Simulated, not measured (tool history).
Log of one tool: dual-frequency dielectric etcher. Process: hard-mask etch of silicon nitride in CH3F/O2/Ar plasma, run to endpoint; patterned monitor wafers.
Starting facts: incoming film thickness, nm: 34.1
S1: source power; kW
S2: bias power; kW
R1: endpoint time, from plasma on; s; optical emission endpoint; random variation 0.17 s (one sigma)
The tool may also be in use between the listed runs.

run 1 hour=0 | S1=0.31 S2=0.101 | R1=47.599
run 2 hour=2.1 | S1=0.28 S2=0.099 | R1=50.439
run 3 hour=5.9 | S1=0.33 S2=0.099 | R1=46.958
run 4 hour=14.6 | S1=0.33 S2=0.091 | R1=47.857
run 5 hour=15.9 | S1=0.33 S2=0.103 | R1=46.194
run 6 hour=20.5 | S1=0.3 S2=0.101 | R1=48.542
run 7 hour=22.8 | S1=0.28 S2=0.1 | R1=50.414

What will run 8 give?
run 8 hour=27.7 | S1=0.27 S2=0.099 | R1=?

{"run 8": {"R1": 51.567}}

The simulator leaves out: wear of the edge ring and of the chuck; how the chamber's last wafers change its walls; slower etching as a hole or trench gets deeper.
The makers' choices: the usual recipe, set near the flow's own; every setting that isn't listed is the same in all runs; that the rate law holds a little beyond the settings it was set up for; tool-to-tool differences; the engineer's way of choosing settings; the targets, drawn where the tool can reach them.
